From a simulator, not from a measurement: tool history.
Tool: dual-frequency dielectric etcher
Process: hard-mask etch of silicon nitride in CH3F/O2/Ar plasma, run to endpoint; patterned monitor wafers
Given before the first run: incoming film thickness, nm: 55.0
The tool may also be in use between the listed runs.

| run | hour | source power (W) | bias power (W) | endpoint time (s) |
|---|---|---|---|---|
| 1 | 0.0 | 440 | 64 | 83.334 |
| 2 | 7.2 | 440 | 59 | 83.658 |
| 3 | 13.8 | 390 | 59 | 89.050 |
| 4 | 21.7 | 460 | 59 | 83.591 |
| 5 | 30.2 | 420 | 56 | 87.218 |
| 6 | 36.2 | 420 | 48 | 89.777 |
| 7 | 40.7 | 400 | 47 | 93.456 |

Run 8 has not been measured yet. What should we expect?
| 8 | 46.1 | 390 | 47 | ? |

endpoint time (s): 93.814

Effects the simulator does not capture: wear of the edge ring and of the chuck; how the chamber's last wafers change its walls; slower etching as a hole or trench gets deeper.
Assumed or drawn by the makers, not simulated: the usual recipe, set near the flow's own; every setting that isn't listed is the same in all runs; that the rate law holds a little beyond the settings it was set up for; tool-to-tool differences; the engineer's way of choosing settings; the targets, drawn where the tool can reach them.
